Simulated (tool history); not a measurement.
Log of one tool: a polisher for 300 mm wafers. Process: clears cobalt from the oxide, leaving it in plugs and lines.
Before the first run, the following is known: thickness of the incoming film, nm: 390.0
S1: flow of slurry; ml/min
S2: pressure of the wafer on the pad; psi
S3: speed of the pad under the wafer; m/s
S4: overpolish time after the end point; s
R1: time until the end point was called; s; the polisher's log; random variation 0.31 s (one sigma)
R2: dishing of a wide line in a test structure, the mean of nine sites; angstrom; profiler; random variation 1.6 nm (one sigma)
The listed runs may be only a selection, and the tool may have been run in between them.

{"run": 1, "day": 0.0, "S1": 230, "S2": 2.2, "S3": 1.08, "S4": 20, "R1": 66.518, "R2": 632.01}
{"run": 2, "day": 0.333, "S1": 230, "S2": 2.2, "S3": 0.94, "S4": 20, "R1": 75.646, "R2": 581.99}
{"run": 3, "day": 0.496, "S1": 285, "S2": 2.2, "S3": 0.94, "S4": 20, "R1": 73.033, "R2": 611.03}
{"run": 4, "day": 0.871, "S1": 290, "S2": 2.5, "S3": 0.94, "S4": 20, "R1": 64.851, "R2": 638.21}
{"run": 5, "day": 1.021, "S1": 295, "S2": 2.8, "S3": 0.96, "S4": 20, "R1": 57.561, "R2": 680.55}
{"run": 6, "day": 1.104, "S1": 295, "S2": 2.8, "S3": 0.74, "S4": 20, "R1": 71.456, "R2": 606.97}
{"run": 7, "day": 1.192, "S1": 300, "S2": 3, "S3": 0.82, "S4": 20, "R1": 61.457, "R2": 634.94}
{"run": 8, "day": 1.379, "S1": 305, "S2": 3.1, "S3": 0.9, "S4": 21, "R1": 55.305, "R2": 687.32}
{"run": 9, "day": 1.738, "S1": 310, "S2": 3.2, "S3": 0.96, "S4": 21, "R1": 50.138, "R2": 697.4}
{"run": 10, "day": 2.0, "S1": 315, "S2": 3.3, "S3": 1, "S4": 22, "R1": 47.584, "R2": 775.92}

For run 11, what comes out?
{"run": 11, "day": 2.175, "S1": 315, "S2": 3.4, "S3": 1.04, "S4": 22, "R1": "?", "R2": "?"}

{"run 11": {"R1": 43.658, "R2": 768.08}}
